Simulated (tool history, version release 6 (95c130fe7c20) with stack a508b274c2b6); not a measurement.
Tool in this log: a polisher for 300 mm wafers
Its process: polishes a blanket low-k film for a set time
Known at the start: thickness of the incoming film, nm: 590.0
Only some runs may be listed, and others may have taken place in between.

run	hour	flow of slurry (ml/min)	pressure of the wafer on the pad (kPa)	speed of the pad under the wafer (cm/s)	abrasive content of the slurry	polishing time (s)	film removed (nm)
1	0.0	165	16.5	124	1.0	36	26.308
2	6.9	165	16.5	124	1.0	32	22.748
3	7.5	160	15.2	124	1.0	32	21.233
4	15.8	205	15.2	124	1.0	32	22.104
5	21.5	220	15.2	124	1.0	32	22.082
6	27.4	220	14.5	124	1.0	32	20.845

What does the tool deliver on the next run?
7	29.0	220	13.8	124	1.0	32	?

film removed (nm): 20.150
